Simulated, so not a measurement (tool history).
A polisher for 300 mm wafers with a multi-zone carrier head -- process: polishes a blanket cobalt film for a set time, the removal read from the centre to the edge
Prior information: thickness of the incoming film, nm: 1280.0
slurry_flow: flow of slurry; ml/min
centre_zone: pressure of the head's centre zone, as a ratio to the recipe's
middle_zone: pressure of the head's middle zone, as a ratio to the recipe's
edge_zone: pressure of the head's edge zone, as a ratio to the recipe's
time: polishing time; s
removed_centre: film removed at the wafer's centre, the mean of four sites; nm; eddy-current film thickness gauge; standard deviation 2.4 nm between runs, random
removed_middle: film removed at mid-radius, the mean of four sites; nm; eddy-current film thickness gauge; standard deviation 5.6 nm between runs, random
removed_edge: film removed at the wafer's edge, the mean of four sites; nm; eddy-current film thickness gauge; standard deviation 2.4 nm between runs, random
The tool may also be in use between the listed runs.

run	hour	slurry_flow	centre_zone	middle_zone	edge_zone	time	removed_centre	removed_middle	removed_edge
1	0	270	1	1	1	59	270.69	254.12	253.87
2	1.3	270	1.03	1	1	59	276.82	254.8	255.01
3	3.7	275	1.03	1.02	1.01	60	286.46	264.69	260.6
4	8.4	280	1.02	1.04	1.02	61	284.73	275.83	268.56
# hour 10.9: centre zone pressure recalibrated
5	10.9	280	1.02	1.04	1.09	61	270.52	272.43	272.92
6	11.8	255	1.02	1.04	1.09	61	270.14	275.73	270.11
7	20.5	250	1.03	1.06	1.1	62	273.95	287.8	278.52

Predict the results of run 8:
8	25.7	245	1.05	1.07	1.1	63	?	?	?

{"run 8": {"removed_centre": 281.87, "removed_middle": 286.08, "removed_edge": 279.3}}

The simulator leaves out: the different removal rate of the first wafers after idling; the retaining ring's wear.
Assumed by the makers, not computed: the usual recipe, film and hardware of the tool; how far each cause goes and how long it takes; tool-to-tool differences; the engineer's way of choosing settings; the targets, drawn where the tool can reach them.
